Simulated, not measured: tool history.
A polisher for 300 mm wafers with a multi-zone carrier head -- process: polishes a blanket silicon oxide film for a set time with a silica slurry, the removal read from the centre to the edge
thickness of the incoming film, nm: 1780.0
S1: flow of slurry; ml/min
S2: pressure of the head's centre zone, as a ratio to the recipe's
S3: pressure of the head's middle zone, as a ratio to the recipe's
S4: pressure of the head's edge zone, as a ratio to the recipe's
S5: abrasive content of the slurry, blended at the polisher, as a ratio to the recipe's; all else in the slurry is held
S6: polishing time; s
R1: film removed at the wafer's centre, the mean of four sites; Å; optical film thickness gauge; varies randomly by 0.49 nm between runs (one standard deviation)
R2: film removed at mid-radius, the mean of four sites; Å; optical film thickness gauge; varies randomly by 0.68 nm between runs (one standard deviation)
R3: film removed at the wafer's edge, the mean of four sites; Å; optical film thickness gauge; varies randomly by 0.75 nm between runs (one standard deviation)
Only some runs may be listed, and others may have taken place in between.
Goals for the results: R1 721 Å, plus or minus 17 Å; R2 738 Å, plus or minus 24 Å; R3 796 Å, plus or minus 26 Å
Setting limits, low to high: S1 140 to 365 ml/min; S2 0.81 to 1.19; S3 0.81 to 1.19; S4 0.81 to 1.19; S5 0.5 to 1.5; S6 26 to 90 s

run   hour   S1    S2    S3    S4    S5  S6      R1      R2      R3
  1      0  235     1     1     1     1  58  1965.5  1984.2  1817.6
  2    5.1  225  0.98  0.98     1  0.95  54  1749.9  1799.8  1650.2
  3    9.5  225  0.93  0.98     1  0.95  54  1646.4  1745.8  1670.2
  4   18.5  215  0.92  0.96  0.99   0.9  50  1479.3  1572.9  1490.4
  5   25.4  215  0.92  0.96  0.99   0.9  36  1063.6  1122.2    1072
  6     31  250  0.92  0.96  0.99   0.9  36  1076.9    1134  1062.3
  7   35.4  250  0.91  0.94  0.99  0.85  35  1016.7  1062.1  1034.6
  8   41.4  250   0.9  0.93  0.98   0.8  34  963.69  1017.4  962.29
  9     50  185  0.83  0.83  1.08  0.55  31  641.67   667.2  753.32
 10   56.2  200  0.83  0.83  1.08  0.55  31  651.07  682.85  765.12
 11   62.6  210  0.83  0.83  1.08  0.55  31  655.06  676.28  767.04
 12   71.4  220  0.83  0.84  1.08  0.55  31  649.72  686.77  765.75
 13   79.1  265  0.92  0.89  1.11   0.6  31  775.46  763.67  813.07
 14   80.1  260  0.91  0.89  1.11   0.6  31  771.44  753.18  829.85
 15   81.6  255  0.91  0.89  1.11   0.6  31  760.61  766.39  813.48
      89.5  -- edge zone pressure recalibrated
 16   89.5  250  0.91  0.89  1.11   0.6  31  761.42  749.77  858.69
 17   93.5  250   0.9  0.89  1.11   0.6  31  758.51  764.42  868.41
 18   98.6  250   0.9  0.89  1.11   0.6  31  764.33  766.34  859.05
 19  103.1  250   0.9  0.89   1.1   0.6  31  753.92  761.25  841.57
 20  110.1  250   0.9  0.89  1.09   0.6  31  762.65  764.81  861.56
 21  114.6  245  0.89  0.89  1.09   0.6  31  746.33  773.64  845.76
 22  117.8  235  0.88  0.87  1.07   0.6  31  725.55   739.4  843.27
 23  123.7  235  0.88  0.87  1.07   0.6  31   734.9  742.43  846.06
 24  126.5  235  0.88  0.87  1.08   0.6  31  740.12  751.19  854.62
 25  133.2  240  0.88  0.87  1.09   0.6  31  725.31  747.51  853.85
 26  138.7  235  0.88  0.87  1.09   0.6  31  734.02  755.12  848.64

Of the 4 settings listed for the next run, only one would bring every result within its allowed miss of target. Which one?
  A  144.2  215   0.9   0.9  1.01  0.5  33   ?   ?   ?
  B  144.2  230   0.9  0.81  1.07  0.5  34   ?   ?   ?
  C  144.2  215  0.92  0.86  1.11  0.6  31   ?   ?   ?
  D  144.2  260  0.91  0.95  0.95  0.5  33   ?   ?   ?

move      R1      R2      R3
   A  719.53  746.71  785.13
   B  746.67  710.43  837.63
   C  756.31  739.39  846.61
   D  743.44  796.25     773
A: meets every target
B: nearer the targets than the last run, but a result is still out of spec
C: as far off as the last run
D: puts the biggest miss on target and leaves a different result outside tolerance
Go with A: it meets all targets.
